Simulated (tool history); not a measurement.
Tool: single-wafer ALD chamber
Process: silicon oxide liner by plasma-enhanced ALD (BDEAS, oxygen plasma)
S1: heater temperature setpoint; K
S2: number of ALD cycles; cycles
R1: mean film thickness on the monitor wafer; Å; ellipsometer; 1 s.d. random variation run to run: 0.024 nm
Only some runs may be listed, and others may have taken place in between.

run,day,S1,S2,R1
1,0,583.15,71,65.638
2,0.15,582.15,73,67.685
3,0.392,576.15,73,68.125
4,0.529,576.15,75,69.996
5,0.729,571.15,75,70.784
6,0.862,571.15,80,75.673
7,0.9,571.15,81,76.82
8,1.008,571.15,82,77.958

The next listed run, before its measurement:
9,1.146,571.15,83,?

{"run 9": {"R1": 78.29}}
